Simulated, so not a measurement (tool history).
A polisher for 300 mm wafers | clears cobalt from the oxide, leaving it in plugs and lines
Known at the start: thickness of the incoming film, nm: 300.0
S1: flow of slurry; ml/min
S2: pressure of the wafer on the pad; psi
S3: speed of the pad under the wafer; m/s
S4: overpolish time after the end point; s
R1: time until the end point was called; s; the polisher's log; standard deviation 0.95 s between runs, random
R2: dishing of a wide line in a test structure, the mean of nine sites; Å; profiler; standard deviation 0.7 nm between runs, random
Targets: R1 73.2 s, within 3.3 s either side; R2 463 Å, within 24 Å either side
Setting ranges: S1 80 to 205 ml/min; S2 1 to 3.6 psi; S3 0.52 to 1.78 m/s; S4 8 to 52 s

run  hour   S1   S2    S3  S4      R1      R2
  1     0  135  2.3  1.14  26  43.469  625.91
  2   1.2  135  2.2  1.14  24  45.764  602.36
  3   3.5  160  2.2  1.14  24  43.859  596.57
  4   8.7  160  2.1  1.14  22  45.338     576
  5  12.7  190  2.1  1.14  22  43.916   586.5
  6  20.9  190  1.6  1.14  22  56.201  543.66
     22.9  -- slurry nozzle cleaned
  7  22.9  190  1.5  1.14  21  57.797  537.65
  8  24.3  190  1.4  1.14  20  60.732  508.56
  9  29.9  185  1.2  1.14  19  68.175  468.16

Consider the 4 candidate settings below. Which is the only one whose results all fall within their allowed miss of target?
  A  35.5  185    1   1.2  16   ?   ?
  B  35.5  185  1.4  0.92  16   ?   ?
  C  35.5  180  1.2  1.16  26   ?   ?
  D  35.5  175  1.2  1.04  21   ?   ?

move      R1      R2
   A  74.425  401.56
   B  73.041  406.05
   C  67.552  536.51
   D  74.403  467.37
A: brings the result that was furthest off to its target, and leaves another outside
B: brings the result that was furthest off to its target, and leaves another outside
C: further off than the last run
D: all results land within tolerance of their targets
Move D is the one to make.
